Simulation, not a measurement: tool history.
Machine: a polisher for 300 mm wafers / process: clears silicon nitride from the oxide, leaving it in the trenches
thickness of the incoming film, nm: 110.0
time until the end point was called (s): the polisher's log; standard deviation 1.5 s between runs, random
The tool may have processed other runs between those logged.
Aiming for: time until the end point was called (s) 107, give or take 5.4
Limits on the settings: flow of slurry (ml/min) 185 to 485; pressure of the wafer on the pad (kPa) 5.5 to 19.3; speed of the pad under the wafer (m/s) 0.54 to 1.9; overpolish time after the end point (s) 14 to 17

| run | hour | flow of slurry (ml/min) | pressure of the wafer on the pad (kPa) | speed of the pad under the wafer (m/s) | overpolish time after the end point (s) | time until the end point was called (s) |
|---|---|---|---|---|---|---|
| 1 | 0 | 310 | 12.4 | 1.22 | 17 | 146.74 |
| 2 | 6.3 | 310 | 12.4 | 1.08 | 17 | 165.22 |
| 3 | 11.3 | 375 | 12.4 | 1.08 | 17 | 162.92 |
| 4 | 15.5 | 375 | 11 | 1.08 | 17 | 179.61 |
| 5 | 23.5 | 315 | 11 | 1.08 | 17 | 184.53 |
| 6 | 24.5 | 315 | 11 | 0.92 | 17 | 213.63 |
| 7 | 25.7 | 315 | 14.5 | 1 | 17 | 158.75 |
| 8 | 28.5 | 315 | 15.2 | 1.02 | 17 | 142.29 |
| 9 | 32.5 | 315 | 15.9 | 1.02 | 17 | 135.65 |
| 10 | 39.3 | 315 | 16.5 | 1.02 | 17 | 132.12 |
| 11 | 39.9 | 315 | 17.2 | 1.02 | 17 | 126.67 |
| 12 | 41.1 | 315 | 17.9 | 1.02 | 17 | 121.76 |
| 13 | 43.5 | 315 | 17.9 | 1.04 | 17 | 117.15 |
| 14 | 52.3 | 315 | 18.6 | 1.04 | 17 | 117.3 |
| 15 | 56.7 | 315 | 18.6 | 1.06 | 17 | 113.06 |

Below are 5 possible settings for the next run. Only one of them brings all results inside the allowed miss of their targets. Which is it?
| A | 61.1 | 285 | 19.3 | 0.98 | 14 | ? |
| B | 61.1 | 430 | 16.5 | 1.26 | 17 | ? |
| C | 61.1 | 315 | 19.3 | 0.9 | 17 | ? |
| D | 61.1 | 310 | 18.6 | 0.88 | 17 | ? |
| E | 61.1 | 295 | 17.9 | 1 | 16 | ? |

| move | time until the end point was called (s) |
|---|---|
| A | 120.29 |
| B | 105.98 |
| C | 129.26 |
| D | 137.08 |
| E | 126.41 |
A: lands further from the targets than the last run did
B: hits every target within its allowed miss
C: lands further from the targets than the last run did
D: lands further from the targets than the last run did
E: lands further from the targets than the last run did
Correct choice: B, which meets every target

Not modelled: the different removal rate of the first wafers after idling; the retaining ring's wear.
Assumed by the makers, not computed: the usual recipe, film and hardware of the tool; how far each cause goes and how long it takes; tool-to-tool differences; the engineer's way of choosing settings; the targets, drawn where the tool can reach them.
